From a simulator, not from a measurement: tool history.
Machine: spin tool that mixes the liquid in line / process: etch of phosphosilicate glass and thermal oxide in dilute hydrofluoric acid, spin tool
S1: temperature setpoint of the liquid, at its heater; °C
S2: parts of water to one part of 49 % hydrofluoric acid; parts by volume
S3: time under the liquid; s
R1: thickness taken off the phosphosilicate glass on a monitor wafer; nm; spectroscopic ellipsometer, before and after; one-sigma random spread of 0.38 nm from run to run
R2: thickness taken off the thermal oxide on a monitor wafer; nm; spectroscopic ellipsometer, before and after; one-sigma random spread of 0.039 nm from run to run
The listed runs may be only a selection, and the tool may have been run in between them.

{"run": 1, "hour": 0.0, "S1": 22, "S2": 210, "S3": 40, "R1": 24.369, "R2": 0.69686}
{"run": 2, "hour": 2.2, "S1": 20, "S2": 210, "S3": 40, "R1": 22.835, "R2": 0.59962}
{"run": 3, "hour": 5.5, "S1": 20, "S2": 210, "S3": 30, "R1": 17.013, "R2": 0.44987}
{"run": 4, "hour": 7.7, "S1": 20.5, "S2": 190, "S3": 30, "R1": 19.668, "R2": 0.52139}
{"run": 5, "hour": 14.5, "S1": 21, "S2": 175, "S3": 30, "R1": 22.034, "R2": 0.5966}
{"run": 6, "hour": 18.7, "S1": 21, "S2": 250, "S3": 30, "R1": 14.49, "R2": 0.39811}
{"run": 7, "hour": 25.3, "S1": 21.5, "S2": 225, "S3": 30, "R1": 16.788, "R2": 0.45792}
{"run": 8, "hour": 32.2, "S1": 22, "S2": 205, "S3": 30, "R1": 19.174, "R2": 0.50248}
{"run": 9, "hour": 37.1, "S1": 23, "S2": 190, "S3": 30, "R1": 21.408, "R2": 0.59139}
{"run": 10, "hour": 44.2, "S1": 23.5, "S2": 175, "S3": 30, "R1": 24.853, "R2": 0.65629}
{"run": 11, "hour": 47.4, "S1": 24.5, "S2": 170, "S3": 30, "R1": 26.088, "R2": 0.71325}
{"run": 12, "hour": 49.5, "S1": 25, "S2": 160, "S3": 30, "R1": 28.967, "R2": 0.73966}
{"run": 13, "hour": 54.6, "S1": 26.5, "S2": 95, "S3": 35, "R1": 65.868, "R2": 1.8055}

Expected results for the next run?
{"run": 14, "hour": 62.4, "S1": 25.5, "S2": 95, "S3": 35, "R1": "?", "R2": "?"}

R1: 62.254 nm
R2: 1.7032 nm

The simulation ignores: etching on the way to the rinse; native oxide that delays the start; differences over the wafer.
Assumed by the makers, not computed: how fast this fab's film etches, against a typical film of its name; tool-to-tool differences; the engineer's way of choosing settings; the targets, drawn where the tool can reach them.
